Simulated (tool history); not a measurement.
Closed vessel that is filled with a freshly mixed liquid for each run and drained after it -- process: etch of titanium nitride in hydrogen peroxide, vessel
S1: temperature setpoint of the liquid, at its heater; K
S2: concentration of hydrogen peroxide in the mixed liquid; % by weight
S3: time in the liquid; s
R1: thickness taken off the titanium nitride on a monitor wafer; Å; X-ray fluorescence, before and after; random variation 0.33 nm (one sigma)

Run 1, hour 0: S1 327.15 K, S2 17.5 % by weight, S3 845 s. Result: R1 287.24 Å.
Run 2, hour 2.2: S1 328.15 K, S2 17.5 % by weight, S3 845 s. Result: R1 308.14 Å.
Run 3, hour 8.2: S1 328.65 K, S2 17.5 % by weight, S3 845 s. Result: R1 322.51 Å.
Run 4, hour 13.6: S1 329.15 K, S2 17.5 % by weight, S3 845 s. Result: R1 330.44 Å.
Run 5, hour 16.5: S1 329.15 K, S2 17.5 % by weight, S3 900 s. Result: R1 351.14 Å.
Run 6, hour 19.6: S1 329.15 K, S2 17.5 % by weight, S3 900 s. Result: R1 346.46 Å.
Run 7, hour 27.7: S1 329.65 K, S2 17.5 % by weight, S3 900 s. Result: R1 360.19 Å.
Run 8, hour 30.5: S1 330.15 K, S2 17.5 % by weight, S3 900 s. Result: R1 372.58 Å.

Run 9, settings as shown, results not yet in. Your forecast:
Run 9, hour 31.3: S1 332.65 K, S2 17.5 % by weight, S3 900 s. Result: R1 ?.

Run 9 yielded R1 453.31 Å.

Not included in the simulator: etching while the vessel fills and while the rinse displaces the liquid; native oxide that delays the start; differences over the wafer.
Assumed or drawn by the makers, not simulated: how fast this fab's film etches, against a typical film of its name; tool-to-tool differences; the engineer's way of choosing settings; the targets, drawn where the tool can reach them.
